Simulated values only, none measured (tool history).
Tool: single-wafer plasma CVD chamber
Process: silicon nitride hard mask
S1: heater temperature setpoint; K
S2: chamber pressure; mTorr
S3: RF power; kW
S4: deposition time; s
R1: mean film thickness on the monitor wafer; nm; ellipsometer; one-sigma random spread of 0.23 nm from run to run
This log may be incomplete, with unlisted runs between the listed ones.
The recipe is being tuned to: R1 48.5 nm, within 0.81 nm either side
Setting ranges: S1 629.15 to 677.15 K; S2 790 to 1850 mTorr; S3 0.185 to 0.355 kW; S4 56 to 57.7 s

| run | hour | S1 | S2 | S3 | S4 | R1 |
|---|---|---|---|---|---|---|
| 1 | 0 | 653.15 | 1320 | 0.27 | 56 | 58.248 |
| 2 | 1.9 | 653.15 | 1170 | 0.26 | 56 | 55.443 |
| 3 | 4.8 | 653.15 | 1170 | 0.24 | 56 | 52.092 |
| 4 | 11.3 | 653.15 | 1170 | 0.24 | 57.7 | 53.908 |
| 5 | 19.9 | 653.15 | 1070 | 0.235 | 57.7 | 51.942 |
| 6 | 24 | 657.15 | 1070 | 0.235 | 57.7 | 51.913 |
|  | 31.2 | RF generator calibrated |
| 7 | 31.2 | 657.15 | 990 | 0.235 | 57.7 | 53.001 |
| 8 | 37.9 | 655.15 | 970 | 0.23 | 57.7 | 51.488 |
| 9 | 39.2 | 655.15 | 960 | 0.225 | 57.7 | 50.868 |
| 10 | 42.4 | 655.15 | 960 | 0.22 | 57.7 | 50.054 |

Of the 4 settings listed for the next run, only one would bring every result within its allowed miss of target. Which one?
| A | 45.6 | 658.15 | 990 | 0.22 | 56 | ? |
| B | 45.6 | 658.15 | 930 | 0.225 | 57.7 | ? |
| C | 45.6 | 664.15 | 1050 | 0.22 | 56.7 | ? |
| D | 45.6 | 657.15 | 1010 | 0.23 | 57.7 | ? |

| move | R1 |
|---|---|
| A | 48.814 |
| B | 50.406 |
| C | 49.931 |
| D | 52.144 |
A: every result within its allowed miss
B: the biggest miss grows against the last run
C: closes in on the targets versus the last run, not all within tolerance yet
D: the biggest miss grows against the last run
Go with A: it meets all targets.

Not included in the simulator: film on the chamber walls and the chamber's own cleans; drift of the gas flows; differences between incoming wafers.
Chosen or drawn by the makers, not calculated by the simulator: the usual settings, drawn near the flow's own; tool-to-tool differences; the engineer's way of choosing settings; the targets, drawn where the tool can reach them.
